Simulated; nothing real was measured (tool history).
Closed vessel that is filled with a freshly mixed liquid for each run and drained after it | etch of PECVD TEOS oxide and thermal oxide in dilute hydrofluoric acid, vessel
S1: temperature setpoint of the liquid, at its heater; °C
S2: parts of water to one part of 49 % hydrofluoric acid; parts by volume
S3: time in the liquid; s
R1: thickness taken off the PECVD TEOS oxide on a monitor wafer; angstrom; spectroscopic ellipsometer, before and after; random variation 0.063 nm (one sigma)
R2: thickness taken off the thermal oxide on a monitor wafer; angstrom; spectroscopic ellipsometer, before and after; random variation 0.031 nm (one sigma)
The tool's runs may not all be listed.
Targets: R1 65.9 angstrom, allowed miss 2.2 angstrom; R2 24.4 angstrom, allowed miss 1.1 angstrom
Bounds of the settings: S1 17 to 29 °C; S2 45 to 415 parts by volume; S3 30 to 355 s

Run 1, hour 0: S1 21 °C, S2 230 parts by volume, S3 180 s. Result: R1 80.665 angstrom, R2 29.265 angstrom.
Run 2, hour 1.5: S1 20 °C, S2 235 parts by volume, S3 180 s. Result: R1 76.558 angstrom, R2 27.881 angstrom.
Run 3, hour 7.4: S1 20 °C, S2 300 parts by volume, S3 180 s. Result: R1 55.064 angstrom, R2 20.455 angstrom.
Run 4, hour 12.7: S1 21.5 °C, S2 300 parts by volume, S3 180 s. Result: R1 59.203 angstrom, R2 22.129 angstrom.
Run 5, hour 17.4: S1 21.5 °C, S2 335 parts by volume, S3 180 s. Result: R1 51.222 angstrom, R2 18.931 angstrom.
Run 6, hour 21.5: S1 23 °C, S2 335 parts by volume, S3 180 s. Result: R1 53.175 angstrom, R2 19.96 angstrom.
Run 7, hour 26.8: S1 24 °C, S2 330 parts by volume, S3 180 s. Result: R1 56.048 angstrom, R2 21.007 angstrom.
Run 8, hour 31.2: S1 25 °C, S2 330 parts by volume, S3 180 s. Result: R1 58.33 angstrom, R2 21.699 angstrom.
Run 9, hour 37.1: S1 25 °C, S2 330 parts by volume, S3 180 s. Result: R1 58.323 angstrom, R2 21.449 angstrom.
Run 10, hour 46.2: S1 25.5 °C, S2 330 parts by volume, S3 180 s. Result: R1 59.595 angstrom, R2 21.955 angstrom.
Run 11, hour 53.6: S1 25.5 °C, S2 330 parts by volume, S3 180 s. Result: R1 59.186 angstrom, R2 21.855 angstrom.

4 next moves are on the table. One of them brings every result within its allowed miss. Which?
Run A, hour 61: S1 22 °C, S2 415 parts by volume, S3 335 s. Result: R1 ?, R2 ?.
Run B, hour 61: S1 22 °C, S2 290 parts by volume, S3 190 s. Result: R1 ?, R2 ?.
Run C, hour 61: S1 20 °C, S2 415 parts by volume, S3 355 s. Result: R1 ?, R2 ?.
Run D, hour 61: S1 25.5 °C, S2 270 parts by volume, S3 170 s. Result: R1 ?, R2 ?.

move      R1      R2
   A  72.615  26.825
   B    65.9  24.345
   C  71.896   26.56
   D  73.077  26.996
A: takes the result that was furthest off past its target
B: meets every target
C: takes the result that was furthest off past its target
D: takes the result that was furthest off past its target
The right move is B.
